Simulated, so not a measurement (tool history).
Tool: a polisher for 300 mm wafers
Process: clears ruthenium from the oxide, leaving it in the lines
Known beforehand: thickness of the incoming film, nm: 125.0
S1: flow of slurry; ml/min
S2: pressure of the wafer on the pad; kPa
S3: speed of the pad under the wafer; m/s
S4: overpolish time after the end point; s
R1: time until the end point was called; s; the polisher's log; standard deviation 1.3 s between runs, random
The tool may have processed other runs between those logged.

run	hour	S1	S2	S3	S4	R1
1	0	200	17.2	0.84	6	122.91
2	0.9	220	17.2	0.84	6	120.86
3	9.3	220	17.2	0.84	5	120.21
4	18.1	220	17.2	0.84	6	124.15
5	27.2	250	17.2	0.84	6	117.91
6	29.9	250	18.6	0.84	6	118.56
7	30.9	250	19.3	0.88	6	107.48
8	37.8	250	19.3	0.88	6	105.87
9	43.7	250	20	0.9	6	102.44
10	51.6	250	20.7	0.92	6	95.904

What will run 11 give?
# hour 56.3: worn pad replaced by a new one
11	56.3	250	21.4	0.94	6	?

R1: 84.203 s
